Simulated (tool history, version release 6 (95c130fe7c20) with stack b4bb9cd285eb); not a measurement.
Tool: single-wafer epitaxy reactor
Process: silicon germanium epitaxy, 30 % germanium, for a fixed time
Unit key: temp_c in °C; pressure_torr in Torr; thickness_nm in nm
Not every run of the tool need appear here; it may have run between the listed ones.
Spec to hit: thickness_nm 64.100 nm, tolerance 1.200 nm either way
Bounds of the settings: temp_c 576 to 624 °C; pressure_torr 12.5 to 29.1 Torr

run,hour,temp_c,pressure_torr,thickness_nm
1,0.0,600,20.8,53.160
2,8.3,601,20.8,54.494
3,16.9,601,23.9,57.540
4,24.3,601,26.3,60.113
5,31.1,611,26.3,70.220
6,32.9,616,26.3,75.719
# hour 35.5: pyrometer calibrated
7,35.5,614,26.3,78.760
8,37.0,613,26.3,77.194
9,40.8,612,26.3,75.689
10,45.1,611,26.3,74.585
11,51.4,610,26.3,73.519
12,56.3,609,26.3,71.359
13,60.3,608,26.3,70.837
14,65.6,607,26.3,69.294
15,71.6,606,26.3,68.980
16,74.7,605,26.3,67.343

Pick the move, out of 4, that brings all results within their allowed miss; only one does.
A,77.8,610,20.1,?
B,77.8,596,29.0,?
C,77.8,606,27.3,?
D,77.8,604,22.6,?

move,thickness_nm
A,64.434
B,61.086
C,69.776
D,61.938
A: all results land within tolerance of their targets
B: pushes the last run's worst result past its target
C: lands further from the targets than the last run did
D: pushes the last run's worst result past its target
Move A is the one to make.

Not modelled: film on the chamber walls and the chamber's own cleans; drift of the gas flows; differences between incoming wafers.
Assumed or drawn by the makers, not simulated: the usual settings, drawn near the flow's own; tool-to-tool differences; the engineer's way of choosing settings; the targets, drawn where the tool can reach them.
